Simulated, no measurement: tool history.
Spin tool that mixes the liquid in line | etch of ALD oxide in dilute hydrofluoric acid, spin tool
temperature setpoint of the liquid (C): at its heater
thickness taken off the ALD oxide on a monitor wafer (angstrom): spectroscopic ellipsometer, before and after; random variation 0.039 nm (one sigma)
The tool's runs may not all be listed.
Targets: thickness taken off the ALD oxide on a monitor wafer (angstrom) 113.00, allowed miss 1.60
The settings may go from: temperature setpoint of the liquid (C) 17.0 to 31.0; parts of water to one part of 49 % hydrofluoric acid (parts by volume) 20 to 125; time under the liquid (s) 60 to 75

| run | hour | temperature setpoint of the liquid (C) | parts of water to one part of 49 % hydrofluoric acid (parts by volume) | time under the liquid (s) | thickness taken off the ALD oxide on a monitor wafer (angstrom) |
|---|---|---|---|---|---|
| 1 | 0.0 | 23.0 | 70 | 75 | 203.80 |
| 2 | 7.7 | 21.0 | 75 | 75 | 172.45 |
| 3 | 16.0 | 21.0 | 85 | 75 | 150.44 |
| 4 | 22.8 | 19.5 | 90 | 75 | 133.60 |
| 5 | 27.3 | 18.5 | 90 | 75 | 127.64 |
| 6 | 34.1 | 18.0 | 90 | 75 | 124.81 |
| 7 | 37.5 | 17.5 | 90 | 75 | 121.92 |
| 8 | 44.4 | 17.0 | 90 | 75 | 120.04 |

4 next moves are on the table. One of them brings every result within its allowed miss. Which?
| A | 51.3 | 17.0 | 85 | 65 | ? |
| B | 51.3 | 17.5 | 85 | 65 | ? |
| C | 51.3 | 17.0 | 80 | 60 | ? |
| D | 51.3 | 19.0 | 100 | 70 | ? |

| move | thickness taken off the ALD oxide on a monitor wafer (angstrom) |
|---|---|
| A | 110.69 |
| B | 113.07 |
| C | 109.14 |
| D | 108.44 |
A: takes the result that was furthest off past its target
B: meets every target
C: takes the result that was furthest off past its target
D: takes the result that was furthest off past its target
Answer: B

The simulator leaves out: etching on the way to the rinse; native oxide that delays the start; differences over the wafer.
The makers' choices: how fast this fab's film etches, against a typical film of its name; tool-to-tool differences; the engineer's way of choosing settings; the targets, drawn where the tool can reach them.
